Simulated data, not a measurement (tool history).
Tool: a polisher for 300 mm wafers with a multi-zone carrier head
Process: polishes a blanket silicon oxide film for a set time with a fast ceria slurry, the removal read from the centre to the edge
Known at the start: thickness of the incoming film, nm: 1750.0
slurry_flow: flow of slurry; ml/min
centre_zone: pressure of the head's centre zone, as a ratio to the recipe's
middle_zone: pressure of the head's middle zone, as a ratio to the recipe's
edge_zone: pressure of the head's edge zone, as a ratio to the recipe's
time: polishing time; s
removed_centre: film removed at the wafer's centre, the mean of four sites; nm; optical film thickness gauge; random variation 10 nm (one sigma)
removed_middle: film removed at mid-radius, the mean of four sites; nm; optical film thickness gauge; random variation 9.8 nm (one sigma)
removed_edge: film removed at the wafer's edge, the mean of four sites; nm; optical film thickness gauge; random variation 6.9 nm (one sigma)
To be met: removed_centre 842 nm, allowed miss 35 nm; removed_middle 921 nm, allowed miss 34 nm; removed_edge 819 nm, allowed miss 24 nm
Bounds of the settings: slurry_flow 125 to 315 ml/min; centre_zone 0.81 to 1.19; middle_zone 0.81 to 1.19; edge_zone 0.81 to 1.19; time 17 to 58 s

run 1 hour=0 | slurry_flow=205 centre_zone=1 middle_zone=1 edge_zone=1 time=37 | removed_centre=663.88 removed_middle=667.58 removed_edge=660.33
run 2 hour=6.9 | slurry_flow=205 centre_zone=1 middle_zone=0.96 edge_zone=1 time=37 | removed_centre=659.14 removed_middle=640.69 removed_edge=671.13
run 3 hour=15.2 | slurry_flow=205 centre_zone=0.91 middle_zone=0.96 edge_zone=1 time=37 | removed_centre=616.4 removed_middle=653.72 removed_edge=664.03
run 4 hour=21.1 | slurry_flow=215 centre_zone=0.93 middle_zone=0.99 edge_zone=1.02 time=38 | removed_centre=652.54 removed_middle=683.5 removed_edge=690.66
run 5 hour=21.7 | slurry_flow=220 centre_zone=0.94 middle_zone=1.02 edge_zone=1.02 time=39 | removed_centre=665.72 removed_middle=712.4 removed_edge=709.39
run 6 hour=29.9 | slurry_flow=220 centre_zone=0.94 middle_zone=0.94 edge_zone=1.02 time=39 | removed_centre=669.01 removed_middle=677.57 removed_edge=721.03
run 7 hour=38.2 | slurry_flow=225 centre_zone=0.95 middle_zone=0.98 edge_zone=1.02 time=40 | removed_centre=694.26 removed_middle=714.09 removed_edge=735.96
run 8 hour=42.2 | slurry_flow=270 centre_zone=1.03 middle_zone=1.08 edge_zone=1.04 time=45 | removed_centre=879.9 removed_middle=897.89 removed_edge=863.9

Which of these 4 next moves meets every target?
run A hour=46.2 | slurry_flow=315 centre_zone=0.95 middle_zone=0.89 edge_zone=1.02 time=50 | removed_centre=? removed_middle=? removed_edge=?
run B hour=46.2 | slurry_flow=300 centre_zone=0.99 middle_zone=1.11 edge_zone=0.99 time=48 | removed_centre=? removed_middle=? removed_edge=?
run C hour=46.2 | slurry_flow=255 centre_zone=0.96 middle_zone=1.07 edge_zone=1.02 time=49 | removed_centre=? removed_middle=? removed_edge=?
run D hour=46.2 | slurry_flow=235 centre_zone=1 middle_zone=1.13 edge_zone=0.96 time=46 | removed_centre=? removed_middle=? removed_edge=?

move=A removed_centre=910.55 removed_middle=862.21 removed_edge=946.76
move=B removed_centre=907.68 removed_middle=970.36 removed_edge=890.29
move=C removed_centre=880.48 removed_middle=946.43 removed_edge=910.1
move=D removed_centre=851.8 removed_middle=916.58 removed_edge=822.86
A: further off than the last run
B: further off than the last run
C: further off than the last run
D: meets every target
Answer: D
